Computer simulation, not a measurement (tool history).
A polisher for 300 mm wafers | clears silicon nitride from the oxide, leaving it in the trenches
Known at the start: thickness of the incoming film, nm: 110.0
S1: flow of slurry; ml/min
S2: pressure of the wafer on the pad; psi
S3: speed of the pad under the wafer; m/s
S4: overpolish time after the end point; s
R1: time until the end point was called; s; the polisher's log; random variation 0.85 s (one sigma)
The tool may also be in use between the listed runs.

| run | hour | S1 | S2 | S3 | S4 | R1 |
|---|---|---|---|---|---|---|
| 1 | 0.0 | 135 | 3.2 | 1.12 | 4 | 109.300 |
| 2 | 7.0 | 140 | 3.5 | 1.12 | 4 | 103.690 |
| 3 | 14.5 | 140 | 3.8 | 1.12 | 4 | 99.196 |
| 4 | 19.9 | 160 | 3.8 | 1.12 | 4 | 94.448 |
| 5 | 25.4 | 150 | 3.8 | 1.12 | 4 | 95.799 |
| 6 | 30.0 | 155 | 4.0 | 1.12 | 4 | 91.720 |

Forecast run 7:
| 7 | 33.2 | 160 | 4.2 | 1.12 | 4 | ? |

{"run 7": {"R1": 88.525}}
